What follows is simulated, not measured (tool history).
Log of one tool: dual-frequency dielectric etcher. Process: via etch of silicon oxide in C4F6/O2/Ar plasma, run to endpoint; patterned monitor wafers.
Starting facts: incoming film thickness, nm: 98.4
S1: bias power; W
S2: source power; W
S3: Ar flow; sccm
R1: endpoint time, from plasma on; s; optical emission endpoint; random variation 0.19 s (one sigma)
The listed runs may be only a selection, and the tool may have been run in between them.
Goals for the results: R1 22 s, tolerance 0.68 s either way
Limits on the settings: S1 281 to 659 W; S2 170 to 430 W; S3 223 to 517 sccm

{"run": 1, "hour": 0.0, "S1": 470, "S2": 300, "S3": 370, "R1": 24.759}
{"run": 2, "hour": 1.2, "S1": 489, "S2": 310, "S3": 368, "R1": 24.121}
{"run": 3, "hour": 9.4, "S1": 504, "S2": 310, "S3": 367, "R1": 23.741}
{"run": 4, "hour": 11.8, "S1": 516, "S2": 310, "S3": 366, "R1": 23.525}
{"hour": 14.4, "done": "bias power generator calibrated"}
{"run": 5, "hour": 14.4, "S1": 527, "S2": 310, "S3": 365, "R1": 23.455}
{"run": 6, "hour": 21.4, "S1": 537, "S2": 310, "S3": 364, "R1": 23.197}
{"run": 7, "hour": 23.9, "S1": 546, "S2": 310, "S3": 363, "R1": 23.593}
{"run": 8, "hour": 25.1, "S1": 550, "S2": 320, "S3": 361, "R1": 23.051}

Exactly one of the 5 candidate moves below puts every result within its allowed miss. Which one?
{"run": "A", "hour": 26.3, "S1": 505, "S2": 260, "S3": 275, "R1": "?"}
{"run": "B", "hour": 26.3, "S1": 506, "S2": 320, "S3": 340, "R1": "?"}
{"run": "C", "hour": 26.3, "S1": 589, "S2": 350, "S3": 384, "R1": "?"}
{"run": "D", "hour": 26.3, "S1": 573, "S2": 280, "S3": 336, "R1": "?"}
{"run": "E", "hour": 26.3, "S1": 483, "S2": 280, "S3": 338, "R1": "?"}

move=A R1=25.244
move=B R1=23.435
move=C R1=21.709
move=D R1=23.898
move=E R1=25.285
A: further off than the last run
B: further off than the last run
C: each result inside its tolerance
D: further off than the last run
E: further off than the last run
Move C is the one to make.
